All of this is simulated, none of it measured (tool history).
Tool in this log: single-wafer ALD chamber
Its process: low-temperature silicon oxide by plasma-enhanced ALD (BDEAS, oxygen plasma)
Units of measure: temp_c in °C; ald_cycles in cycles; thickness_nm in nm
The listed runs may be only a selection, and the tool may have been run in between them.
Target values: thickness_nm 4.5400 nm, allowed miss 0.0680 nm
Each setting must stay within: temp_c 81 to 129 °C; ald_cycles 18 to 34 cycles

run,day,temp_c,ald_cycles,thickness_nm
1,0.000,105,26,3.6310
2,0.042,103,27,3.7774
3,0.279,101,28,3.9176
4,0.367,100,29,4.0923
5,0.408,100,26,3.6649
6,0.583,100,24,3.3766
7,0.754,99,26,3.6616
8,0.788,98,27,3.8157

Which single option among these 5 for the next run brings every result within its allowed miss of target? Just one does.
A,0.821,98,22,?
B,0.821,94,31,?
C,0.821,86,20,?
D,0.821,104,26,?
E,0.821,96,32,?

move,thickness_nm
A,3.1035
B,4.4284
C,2.9284
D,3.6253
E,4.5427
A: its largest miss is bigger than the last run's
B: gains on the last run, yet a result remains outside its allowed miss
C: its largest miss is bigger than the last run's
D: its largest miss is bigger than the last run's
E: each result inside its tolerance
E meets every target.
